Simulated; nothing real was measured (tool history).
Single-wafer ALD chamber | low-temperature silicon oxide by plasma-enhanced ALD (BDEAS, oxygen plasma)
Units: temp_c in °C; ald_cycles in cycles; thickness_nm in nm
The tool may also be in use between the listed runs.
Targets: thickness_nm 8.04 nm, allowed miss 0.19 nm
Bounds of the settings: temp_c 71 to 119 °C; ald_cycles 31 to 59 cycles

Run 1, hour 0: temp_c 95 °C, ald_cycles 45 cycles. Result: thickness_nm 6.3983 nm.
Run 2, hour 5.6: temp_c 90 °C, ald_cycles 45 cycles. Result: thickness_nm 6.4747 nm.
Run 3, hour 9.4: temp_c 90 °C, ald_cycles 50 cycles. Result: thickness_nm 7.1993 nm.
Run 4, hour 15.3: temp_c 89 °C, ald_cycles 51 cycles. Result: thickness_nm 7.3454 nm.
Run 5, hour 21.6: temp_c 83 °C, ald_cycles 51 cycles. Result: thickness_nm 7.501 nm.
Run 6, hour 22.8: temp_c 82 °C, ald_cycles 52 cycles. Result: thickness_nm 7.6718 nm.
Run 7, hour 28.2: temp_c 81 °C, ald_cycles 52 cycles. Result: thickness_nm 7.7026 nm.
Run 8, hour 34.2: temp_c 80 °C, ald_cycles 52 cycles. Result: thickness_nm 7.7007 nm.

Which of these 4 next moves meets every target?
Run A, hour 40.2: temp_c 83 °C, ald_cycles 51 cycles. Result: thickness_nm ?.
Run B, hour 40.2: temp_c 72 °C, ald_cycles 49 cycles. Result: thickness_nm ?.
Run C, hour 40.2: temp_c 80 °C, ald_cycles 54 cycles. Result: thickness_nm ?.
Run D, hour 40.2: temp_c 80 °C, ald_cycles 57 cycles. Result: thickness_nm ?.

move  thickness_nm
   A        7.5354
   B        7.4839
   C         8.052
   D        8.4994
A: further off than the last run
B: further off than the last run
C: meets every target
D: takes the result that was furthest off past its target
Answer: C
